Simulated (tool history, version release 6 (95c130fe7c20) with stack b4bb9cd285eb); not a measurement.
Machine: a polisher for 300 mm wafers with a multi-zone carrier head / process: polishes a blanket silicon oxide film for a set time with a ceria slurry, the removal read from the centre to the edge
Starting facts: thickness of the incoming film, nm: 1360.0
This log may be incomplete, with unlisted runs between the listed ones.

run  hour  flow of slurry (ml/min)  pressure of the head's centre zone  pressure of the head's middle zone  pressure of the head's edge zone  polishing time (s)  film removed at the wafer's centre (Å)  film removed at mid-radius (Å)  film removed at the wafer's edge (Å)
  1   0.0                      230                                1.00                                1.00                              1.00                  81                                  4131.5                          4084.9                                4189.8
  2   6.0                      230                                1.00                                1.00                              1.04                  81                                  4086.6                          4087.9                                4303.2
  3  10.4                      230                                1.00                                1.00                              1.04                  71                                  3610.3                          3611.2                                3695.3
  4  12.6                      270                                1.00                                1.00                              1.04                  71                                  3752.8                          3634.2                                3735.4
  5  16.5                      260                                0.99                                1.04                              1.03                  75                                  3868.2                          3937.5                                4101.3
  6  19.5                      260                                0.99                                1.04                              0.96                  75                                  3862.7                          3988.6                                3802.6
  7  24.5                      260                                0.98                                1.07                              0.95                  78                                  4008.4                          4252.9                                4033.4
  8  28.7                      260                                0.96                                1.09                              0.93                  80                                  4009.7                          4333.1                                4042.2

For run 9, what comes out?
  9  35.1                      255                                0.94                                1.11                              0.91                  83                                       ?                               ?                                     ?

Run 9 gave film removed at the wafer's centre (Å) 4054.3, film removed at mid-radius (Å) 4627.9, film removed at the wafer's edge (Å) 4067.2.

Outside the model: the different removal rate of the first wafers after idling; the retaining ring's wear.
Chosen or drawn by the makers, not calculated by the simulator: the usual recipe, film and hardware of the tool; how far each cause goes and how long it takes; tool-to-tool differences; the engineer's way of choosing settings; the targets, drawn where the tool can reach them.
